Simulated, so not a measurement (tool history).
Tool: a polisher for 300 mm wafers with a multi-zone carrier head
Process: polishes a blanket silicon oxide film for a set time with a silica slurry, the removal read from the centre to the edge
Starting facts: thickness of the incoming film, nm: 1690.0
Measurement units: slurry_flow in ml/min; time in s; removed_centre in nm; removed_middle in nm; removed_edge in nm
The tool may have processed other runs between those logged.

run,hour,slurry_flow,centre_zone,middle_zone,edge_zone,slurry_solids,time,removed_centre,removed_middle,removed_edge
1,0.0,125,1.00,1.00,1.00,1.0,88,330.85,325.75,344.55
2,5.3,125,1.00,1.08,1.00,1.0,88,333.69,348.53,340.46
3,9.6,125,1.05,1.08,1.00,1.0,88,349.04,350.02,337.70
4,13.0,120,1.02,1.07,0.98,1.0,88,338.78,345.54,334.57
5,21.1,120,0.97,1.07,0.98,1.0,88,315.10,342.42,333.73
6,24.2,115,0.95,1.05,0.97,1.0,88,305.47,336.76,327.61
7,32.8,110,0.94,1.03,0.96,1.0,88,300.27,325.48,324.64
8,36.8,105,0.92,1.02,0.95,1.0,88,285.68,322.02,318.06
9,43.3,100,0.91,1.01,0.95,1.0,88,277.92,313.13,312.14
10,48.9,95,0.90,1.00,0.95,1.0,88,274.63,300.65,312.51
11,54.1,90,0.89,1.00,0.95,1.0,88,263.32,301.92,312.91
12,60.5,90,0.89,1.00,0.94,1.0,88,265.07,295.57,310.19
13,66.2,90,0.89,1.00,0.93,1.0,88,261.41,303.20,303.85

For run 14, what comes out?
14,70.4,90,0.89,0.99,0.93,1.0,88,?,?,?

{"run 14": {"removed_centre": 261.66, "removed_middle": 300.08, "removed_edge": 309.5}}
